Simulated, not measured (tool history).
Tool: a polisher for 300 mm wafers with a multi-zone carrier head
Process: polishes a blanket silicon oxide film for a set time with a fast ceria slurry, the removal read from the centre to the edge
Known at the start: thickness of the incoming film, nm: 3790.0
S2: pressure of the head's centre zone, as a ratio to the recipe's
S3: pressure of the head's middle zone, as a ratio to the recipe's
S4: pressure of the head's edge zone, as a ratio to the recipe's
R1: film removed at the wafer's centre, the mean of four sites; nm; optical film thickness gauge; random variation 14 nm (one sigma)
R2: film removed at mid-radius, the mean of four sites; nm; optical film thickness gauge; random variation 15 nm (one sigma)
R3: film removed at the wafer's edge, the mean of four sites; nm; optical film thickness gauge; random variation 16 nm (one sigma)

Run 1, hour 0: flow of slurry (ml/min) 185, S2 1, S3 1, S4 1, polishing time (s) 61. Result: R1 1079.7 nm, R2 1121.9 nm, R3 1106.1 nm.
Run 2, hour 3.4: flow of slurry (ml/min) 185, S2 1.04, S3 1, S4 1, polishing time (s) 61. Result: R1 1134.9 nm, R2 1107.2 nm, R3 1138.1 nm.
Run 3, hour 5.3: flow of slurry (ml/min) 190, S2 1.06, S3 1.01, S4 1.01, polishing time (s) 61. Result: R1 1176 nm, R2 1154.3 nm, R3 1123.1 nm.
Run 4, hour 11.2: flow of slurry (ml/min) 190, S2 1.1, S3 1.01, S4 1.01, polishing time (s) 61. Result: R1 1197.5 nm, R2 1121 nm, R3 1157.6 nm.
Run 5, hour 12.9: flow of slurry (ml/min) 190, S2 1.06, S3 1.01, S4 1.01, polishing time (s) 61. Result: R1 1169.4 nm, R2 1112.2 nm, R3 1144 nm.
Run 6, hour 20: flow of slurry (ml/min) 190, S2 1.06, S3 1.01, S4 1.01, polishing time (s) 75. Result: R1 1415.8 nm, R2 1396.6 nm, R3 1379.4 nm.

The next listed run, before its measurement:
Run 7, hour 27.6: flow of slurry (ml/min) 190, S2 1.07, S3 1, S4 1.01, polishing time (s) 75. Result: R1 ?, R2 ?, R3 ?.

Run 7 gave R1 1468.1 nm, R2 1378.8 nm, R3 1374.7 nm.
